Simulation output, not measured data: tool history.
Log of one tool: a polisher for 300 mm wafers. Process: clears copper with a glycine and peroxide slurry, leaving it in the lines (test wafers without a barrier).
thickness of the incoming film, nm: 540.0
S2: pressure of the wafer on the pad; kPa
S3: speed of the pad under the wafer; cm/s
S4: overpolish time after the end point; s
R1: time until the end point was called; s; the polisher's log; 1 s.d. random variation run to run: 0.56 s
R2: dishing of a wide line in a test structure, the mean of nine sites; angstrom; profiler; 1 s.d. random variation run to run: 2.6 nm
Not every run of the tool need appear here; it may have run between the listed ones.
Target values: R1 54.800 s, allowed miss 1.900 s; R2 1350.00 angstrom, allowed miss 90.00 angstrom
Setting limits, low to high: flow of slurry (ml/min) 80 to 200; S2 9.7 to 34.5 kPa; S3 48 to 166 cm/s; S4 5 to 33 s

Run 1, day 0.000: flow of slurry (ml/min) 130, S2 22.1 kPa, S3 106 cm/s, S4 17 s. Result: R1 76.684 s, R2 803.39 angstrom.
Run 2, day 0.083: flow of slurry (ml/min) 110, S2 22.1 kPa, S3 106 cm/s, S4 17 s. Result: R1 76.946 s, R2 771.71 angstrom.
Run 3, day 0.225: flow of slurry (ml/min) 110, S2 22.1 kPa, S3 126 cm/s, S4 17 s. Result: R1 67.963 s, R2 849.76 angstrom.
Run 4, day 0.396: flow of slurry (ml/min) 110, S2 22.1 kPa, S3 126 cm/s, S4 10 s. Result: R1 67.633 s, R2 577.09 angstrom.
Run 5, day 0.767: flow of slurry (ml/min) 110, S2 22.1 kPa, S3 140 cm/s, S4 10 s. Result: R1 61.479 s, R2 622.48 angstrom.
Run 6, day 0.850: flow of slurry (ml/min) 110, S2 22.8 kPa, S3 140 cm/s, S4 13 s. Result: R1 59.450 s, R2 769.87 angstrom.
Run 7, day 1.171: flow of slurry (ml/min) 115, S2 23.4 kPa, S3 140 cm/s, S4 15 s. Result: R1 57.291 s, R2 899.44 angstrom.
Run 8, day 1.504: flow of slurry (ml/min) 120, S2 23.4 kPa, S3 140 cm/s, S4 16 s. Result: R1 57.444 s, R2 891.47 angstrom.
Run 9, day 1.825: flow of slurry (ml/min) 120, S2 24.1 kPa, S3 140 cm/s, S4 18 s. Result: R1 55.866 s, R2 1030.00 angstrom.
Run 10, day 2.108: flow of slurry (ml/min) 120, S2 24.1 kPa, S3 140 cm/s, S4 19 s. Result: R1 55.184 s, R2 1047.20 angstrom.
Run 11, day 2.158: flow of slurry (ml/min) 120, S2 24.1 kPa, S3 140 cm/s, S4 20 s. Result: R1 56.220 s, R2 1066.60 angstrom.
Run 12, day 2.404: flow of slurry (ml/min) 125, S2 24.1 kPa, S3 140 cm/s, S4 21 s. Result: R1 55.953 s, R2 1111.40 angstrom.
Run 13, day 2.525: flow of slurry (ml/min) 125, S2 24.1 kPa, S3 140 cm/s, S4 21 s. Result: R1 55.837 s, R2 1084.70 angstrom.
Run 14, day 2.646: flow of slurry (ml/min) 125, S2 24.1 kPa, S3 140 cm/s, S4 22 s. Result: R1 56.370 s, R2 1166.10 angstrom.
Run 15, day 2.954: flow of slurry (ml/min) 125, S2 24.1 kPa, S3 140 cm/s, S4 23 s. Result: R1 56.376 s, R2 1208.80 angstrom.

Below are 5 possible settings for the next run. Only one of them brings all results inside the allowed miss of their targets. Which is it?
Run A, day 3.262: flow of slurry (ml/min) 135, S2 20.0 kPa, S3 154 cm/s, S4 32 s. Result: R1 ?, R2 ?.
Run B, day 3.262: flow of slurry (ml/min) 80, S2 25.5 kPa, S3 148 cm/s, S4 28 s. Result: R1 ?, R2 ?.
Run C, day 3.262: flow of slurry (ml/min) 140, S2 22.8 kPa, S3 134 cm/s, S4 31 s. Result: R1 ?, R2 ?.
Run D, day 3.262: flow of slurry (ml/min) 135, S2 20.7 kPa, S3 152 cm/s, S4 31 s. Result: R1 ?, R2 ?.
Run E, day 3.262: flow of slurry (ml/min) 135, S2 26.2 kPa, S3 132 cm/s, S4 19 s. Result: R1 ?, R2 ?.

move      R1       R2
   A  59.688  1342.60
   B  54.343  1361.40
   C  60.128  1350.70
   D  58.659  1341.00
   E  54.232  1106.90
A: meets the target for the result that was furthest off, but another lies outside its allowed miss
B: each result inside its tolerance
C: meets the target for the result that was furthest off, but another lies outside its allowed miss
D: meets the target for the result that was furthest off, but another lies outside its allowed miss
E: the biggest miss grows against the last run
The right move is B.

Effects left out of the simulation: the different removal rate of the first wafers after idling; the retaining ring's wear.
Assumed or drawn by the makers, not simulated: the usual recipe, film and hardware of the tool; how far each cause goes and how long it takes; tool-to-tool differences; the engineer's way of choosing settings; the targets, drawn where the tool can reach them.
